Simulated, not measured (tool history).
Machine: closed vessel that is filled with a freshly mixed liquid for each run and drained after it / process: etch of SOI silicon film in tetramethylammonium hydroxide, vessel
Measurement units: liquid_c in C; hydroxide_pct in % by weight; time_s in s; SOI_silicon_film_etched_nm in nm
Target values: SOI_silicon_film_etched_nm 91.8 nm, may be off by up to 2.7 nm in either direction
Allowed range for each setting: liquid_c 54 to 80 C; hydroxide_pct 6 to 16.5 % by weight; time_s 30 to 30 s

run,hour,liquid_c,hydroxide_pct,time_s,SOI_silicon_film_etched_nm
1,0,67,11,30,191.66
2,1.4,63,11,30,152.1
3,3,67,11,30,192.36
4,10.1,63,11,30,150.4
5,16.4,60.5,11,30,128.04
6,21.9,60.5,11,30,128.57
7,29.5,59,11,30,118.7
8,36,57.5,11,30,106.86
9,36.8,56.5,11,30,100.42
10,40.2,56,11,30,97.771

Exercise: of the 4 proposed moves below, exactly one satisfies all targets within the stated allowed misses. Which move is it?
A,43.6,54.5,9.5,30,?
B,43.6,56.5,11.5,30,?
C,43.6,54,11,30,?
D,43.6,58.5,13,30,?

move,SOI_silicon_film_etched_nm
A,92.635
B,98.301
C,85.041
D,106.08
A: every result within its allowed miss
B: misses by more than the last run did
C: the result that was furthest off in the last run now lies on the other side of its target
D: misses by more than the last run did
Correct choice: A, which meets every target

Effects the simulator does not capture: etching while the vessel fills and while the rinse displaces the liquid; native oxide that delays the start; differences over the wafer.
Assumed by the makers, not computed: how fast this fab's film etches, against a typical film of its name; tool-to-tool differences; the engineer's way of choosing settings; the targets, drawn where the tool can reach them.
